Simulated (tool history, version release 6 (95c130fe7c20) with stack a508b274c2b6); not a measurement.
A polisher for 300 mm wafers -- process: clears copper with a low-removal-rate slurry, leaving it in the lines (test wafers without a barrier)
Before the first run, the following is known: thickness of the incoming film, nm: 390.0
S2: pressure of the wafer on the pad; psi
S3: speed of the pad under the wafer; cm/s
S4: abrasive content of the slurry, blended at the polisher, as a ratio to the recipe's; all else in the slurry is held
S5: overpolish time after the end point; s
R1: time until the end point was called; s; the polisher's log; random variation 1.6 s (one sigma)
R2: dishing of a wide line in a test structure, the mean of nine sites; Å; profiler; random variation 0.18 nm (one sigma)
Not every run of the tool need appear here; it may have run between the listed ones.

{"run": 1, "hour": 0.0, "flow of slurry (ml/min)": 220, "S2": 4.1, "S3": 124, "S4": 1.0, "S5": 17, "R1": 66.29, "R2": 590.49}
{"run": 2, "hour": 2.5, "flow of slurry (ml/min)": 220, "S2": 3.5, "S3": 110, "S4": 1.0, "S5": 14, "R1": 83.828, "R2": 416.76}
{"run": 3, "hour": 6.1, "flow of slurry (ml/min)": 220, "S2": 4.2, "S3": 110, "S4": 1.0, "S5": 14, "R1": 72.435, "R2": 472.52}
{"run": 4, "hour": 14.4, "flow of slurry (ml/min)": 225, "S2": 3.6, "S3": 96, "S4": 1.05, "S5": 12, "R1": 92.908, "R2": 324.82}
{"run": 5, "hour": 15.6, "flow of slurry (ml/min)": 225, "S2": 3.6, "S3": 96, "S4": 1.05, "S5": 8, "R1": 92.618, "R2": 236.53}
{"hour": 24.6, "done": "slurry nozzle cleaned"}
{"run": 6, "hour": 24.6, "flow of slurry (ml/min)": 255, "S2": 3.1, "S3": 86, "S4": 1.15, "S5": 7, "R1": 108.64, "R2": 168.54}
{"run": 7, "hour": 28.7, "flow of slurry (ml/min)": 265, "S2": 2.8, "S3": 80, "S4": 1.2, "S5": 6, "R1": 129.58, "R2": 129.42}
{"run": 8, "hour": 32.7, "flow of slurry (ml/min)": 275, "S2": 2.6, "S3": 80, "S4": 1.25, "S5": 6, "R1": 133.77, "R2": 119.82}
{"run": 9, "hour": 36.5, "flow of slurry (ml/min)": 280, "S2": 2.4, "S3": 80, "S4": 1.3, "S5": 6, "R1": 143.82, "R2": 111.44}

Forecast run 10:
{"run": 10, "hour": 39.7, "flow of slurry (ml/min)": 290, "S2": 2.3, "S3": 80, "S4": 1.3, "S5": 6, "R1": "?", "R2": "?"}

{"run 10": {"R1": 145.11, "R2": 109.21}}
